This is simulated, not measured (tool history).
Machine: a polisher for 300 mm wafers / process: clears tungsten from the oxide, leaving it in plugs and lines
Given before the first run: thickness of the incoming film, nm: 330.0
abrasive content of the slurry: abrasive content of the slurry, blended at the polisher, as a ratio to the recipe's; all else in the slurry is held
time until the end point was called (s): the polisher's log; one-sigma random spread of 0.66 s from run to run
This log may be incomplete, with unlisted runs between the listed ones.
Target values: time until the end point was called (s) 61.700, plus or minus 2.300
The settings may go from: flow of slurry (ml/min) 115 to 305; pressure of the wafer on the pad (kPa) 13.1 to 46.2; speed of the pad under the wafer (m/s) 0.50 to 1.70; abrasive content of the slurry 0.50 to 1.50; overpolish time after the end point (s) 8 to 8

run    day  flow of slurry (ml/min)  pressure of the wafer on the pad (kPa)  speed of the pad under the wafer (m/s)  abrasive content of the slurry  overpolish time after the end point (s)  time until the end point was called (s)
  1  0.000                      195                                    29.6                                    1.10                            1.00                                        8                                   50.954
  2  0.038                      195                                    28.3                                    1.10                            1.00                                        8                                   52.067
  3  0.412                      195                                    28.3                                    1.32                            1.00                                        8                                   43.799
  4  0.667                      195                                    28.3                                    1.18                            1.00                                        8                                   49.662
  5  0.729                      195                                    28.3                                    1.18                            0.80                                        8                                   53.124
  6  0.821                      195                                    28.3                                    1.18                            1.00                                        8                                   50.235
  7  1.079                      195                                    26.9                                    1.18                            1.00                                        8                                   52.716
     1.142  -- slurry nozzle cleaned
  8  1.142                      195                                    26.2                                    1.18                            1.00                                        8                                   51.518
  9  1.246                      185                                    19.3                                    1.16                            1.00                                        8                                   71.168
 10  1.492                      195                                    20.0                                    1.16                            1.00                                        8                                   67.995
 11  1.650                      200                                    20.7                                    1.16                            1.00                                        8                                   66.465

5 next moves are on the table. One of them brings every result within its allowed miss. Which?
  A  1.808                      220                                    22.1                                    1.06                            1.25                                        8                                        ?
  B  1.808                      115                                    20.0                                    1.28                            1.15                                        8                                        ?
  C  1.808                      190                                    19.3                                    1.30                            0.85                                        8                                        ?
  D  1.808                      180                                    17.2                                    1.24                            1.35                                        8                                        ?
  E  1.808                      175                                    20.0                                    1.20                            1.10                                        8                                        ?

move  time until the end point was called (s)
   A                                   62.829
   B                                   66.812
   C                                   67.052
   D                                   68.782
   E                                   65.748
A: meets every target
B: its largest miss is bigger than the last run's
C: its largest miss is bigger than the last run's
D: its largest miss is bigger than the last run's
E: closer than the last run, but not yet in spec
Correct choice: A, which meets every target

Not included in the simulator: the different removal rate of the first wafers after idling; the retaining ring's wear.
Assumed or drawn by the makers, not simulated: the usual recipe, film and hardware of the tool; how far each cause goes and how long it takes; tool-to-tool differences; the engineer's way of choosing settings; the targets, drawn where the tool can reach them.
